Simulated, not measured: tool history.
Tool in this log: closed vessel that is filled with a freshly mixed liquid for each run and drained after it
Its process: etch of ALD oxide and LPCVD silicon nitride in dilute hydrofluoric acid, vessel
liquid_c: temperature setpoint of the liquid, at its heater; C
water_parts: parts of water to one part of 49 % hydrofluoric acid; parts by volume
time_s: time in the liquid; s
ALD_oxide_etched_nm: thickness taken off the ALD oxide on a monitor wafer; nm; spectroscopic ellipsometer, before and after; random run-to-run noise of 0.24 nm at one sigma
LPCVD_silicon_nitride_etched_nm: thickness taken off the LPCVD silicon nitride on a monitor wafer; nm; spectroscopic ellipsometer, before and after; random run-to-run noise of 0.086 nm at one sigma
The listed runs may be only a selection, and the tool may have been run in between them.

run	hour	liquid_c	water_parts	time_s	ALD_oxide_etched_nm	LPCVD_silicon_nitride_etched_nm
1	0	22	70	60	23.035	0.32607
2	6.7	24.5	60	60	30.33	0.45393
3	8.4	24.5	75	60	23.711	0.3273
4	16.7	24.5	95	60	18.115	0.25949
5	18.5	24.5	75	60	23.664	0.34382
6	20.3	22	75	60	21.484	0.25916
7	27.2	24	65	60	27.012	0.3477
8	35.5	26	55	60	35.076	0.49598
9	39.8	30	40	60	58.09	0.92562

What does the tool deliver on the next run?
10	45	29.5	40	60	?	?

{"run 10": {"ALD_oxide_etched_nm": 56.752, "LPCVD_silicon_nitride_etched_nm": 1.0075}}
